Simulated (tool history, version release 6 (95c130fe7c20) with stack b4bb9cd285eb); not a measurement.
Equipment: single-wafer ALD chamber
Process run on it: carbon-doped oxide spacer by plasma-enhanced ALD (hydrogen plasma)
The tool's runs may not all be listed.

| run | hour | heater temperature setpoint (K) | number of ALD cycles (cycles) | mean film thickness on the monitor wafer (nm) |
|---|---|---|---|---|
| 1 | 0.0 | 678.15 | 517 | 24.957 |
| 2 | 4.0 | 678.15 | 480 | 22.917 |
| 3 | 10.1 | 672.15 | 480 | 23.253 |
| 4 | 12.1 | 664.15 | 480 | 23.292 |
| 5 | 20.7 | 672.15 | 480 | 23.450 |
| 6 | 27.1 | 672.15 | 412 | 20.042 |
| 7 | 33.3 | 672.15 | 417 | 20.251 |

Estimate the outcome of run 8 from the log above:
| 8 | 36.1 | 672.15 | 422 | ? |

Run 8 came out at mean film thickness on the monitor wafer (nm) 20.476.

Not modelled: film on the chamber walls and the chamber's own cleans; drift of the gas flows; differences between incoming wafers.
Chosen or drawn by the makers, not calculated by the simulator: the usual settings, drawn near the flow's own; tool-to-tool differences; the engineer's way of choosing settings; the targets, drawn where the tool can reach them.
